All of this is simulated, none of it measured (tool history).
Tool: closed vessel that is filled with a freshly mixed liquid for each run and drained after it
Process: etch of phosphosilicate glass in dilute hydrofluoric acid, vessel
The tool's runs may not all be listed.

| run | day | temperature setpoint of the liquid (K) | parts of water to one part of 49 % hydrofluoric acid (parts by volume) | time in the liquid (s) | thickness taken off the phosphosilicate glass on a monitor wafer (angstrom) |
|---|---|---|---|---|---|
| 1 | 0 | 298.15 | 115 | 95 | 1716.2 |
| 2 | 0.375 | 298.15 | 115 | 100 | 1814.8 |
| 3 | 0.738 | 296.65 | 115 | 100 | 1698.6 |
| 4 | 0.975 | 296.15 | 115 | 100 | 1662.5 |
| 5 | 1.212 | 296.15 | 85 | 100 | 2355.5 |
| 6 | 1.346 | 295.15 | 90 | 100 | 2127.4 |
| 7 | 1.642 | 294.15 | 95 | 100 | 1918.4 |
| 8 | 2 | 293.15 | 100 | 100 | 1729.7 |

Run 9 comes next. What will it give?
| 9 | 2.221 | 292.65 | 100 | 100 | ? |

Run 9 yielded thickness taken off the phosphosilicate glass on a monitor wafer (angstrom) 1707.3.

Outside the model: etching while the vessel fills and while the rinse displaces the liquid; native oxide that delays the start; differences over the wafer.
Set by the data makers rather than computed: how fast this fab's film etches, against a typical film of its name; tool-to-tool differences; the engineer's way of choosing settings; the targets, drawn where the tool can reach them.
